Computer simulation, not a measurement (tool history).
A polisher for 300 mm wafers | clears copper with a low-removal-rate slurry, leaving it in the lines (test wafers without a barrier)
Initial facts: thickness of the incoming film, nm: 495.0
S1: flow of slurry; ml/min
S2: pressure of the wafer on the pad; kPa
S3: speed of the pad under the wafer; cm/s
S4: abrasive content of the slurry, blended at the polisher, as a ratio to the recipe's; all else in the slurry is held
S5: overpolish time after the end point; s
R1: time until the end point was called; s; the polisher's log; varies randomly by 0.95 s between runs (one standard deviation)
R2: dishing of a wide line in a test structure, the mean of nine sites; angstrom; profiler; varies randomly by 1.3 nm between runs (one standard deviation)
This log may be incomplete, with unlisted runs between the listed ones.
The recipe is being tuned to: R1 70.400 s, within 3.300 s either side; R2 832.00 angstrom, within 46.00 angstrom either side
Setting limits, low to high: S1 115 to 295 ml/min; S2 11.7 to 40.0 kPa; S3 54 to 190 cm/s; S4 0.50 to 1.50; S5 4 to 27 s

run 1 hour=0.0 | S1=190 S2=25.5 S3=122 S4=1.00 S5=14 | R1=103.280 R2=458.72
run 2 hour=4.1 | S1=190 S2=28.3 S3=122 S4=1.00 S5=15 | R1=92.029 R2=533.30
run 3 hour=11.0 | S1=190 S2=30.3 S3=122 S4=1.00 S5=16 | R1=85.980 R2=582.42
run 4 hour=18.2 | S1=190 S2=31.7 S3=122 S4=1.00 S5=17 | R1=80.599 R2=640.89
run 5 hour=19.0 | S1=190 S2=35.2 S3=122 S4=1.00 S5=17 | R1=76.519 R2=671.67
run 6 hour=26.4 | S1=220 S2=35.2 S3=122 S4=1.00 S5=17 | R1=72.928 R2=664.75
run 7 hour=30.0 | S1=210 S2=35.2 S3=122 S4=1.00 S5=18 | R1=73.169 R2=701.45
run 8 hour=34.9 | S1=205 S2=35.9 S3=122 S4=1.00 S5=19 | R1=73.176 R2=757.61
run 9 hour=38.9 | S1=205 S2=36.5 S3=122 S4=1.00 S5=19 | R1=70.519 R2=748.78
run 10 hour=45.2 | S1=200 S2=36.5 S3=122 S4=1.00 S5=20 | R1=72.181 R2=771.17

Consider the 5 candidate settings below. Which is the only one whose results all fall within their allowed miss of target?
run A hour=51.5 | S1=230 S2=37.9 S3=118 S4=0.95 S5=17 | R1=? R2=?
run B hour=51.5 | S1=220 S2=38.6 S3=120 S4=1.30 S5=20 | R1=? R2=?
run C hour=51.5 | S1=220 S2=36.5 S3=122 S4=0.95 S5=20 | R1=? R2=?
run D hour=51.5 | S1=205 S2=27.6 S3=158 S4=1.15 S5=22 | R1=? R2=?
run E hour=51.5 | S1=195 S2=34.5 S3=154 S4=0.65 S5=17 | R1=? R2=?

move=A R1=69.799 R2=681.56
move=B R1=62.553 R2=808.52
move=C R1=70.348 R2=751.11
move=D R1=68.023 R2=794.62
move=E R1=66.747 R2=698.31
A: its largest miss is bigger than the last run's
B: puts the biggest miss on target and leaves a different result outside tolerance
C: its largest miss is bigger than the last run's
D: each result inside its tolerance
E: its largest miss is bigger than the last run's
Move D is the one to make.
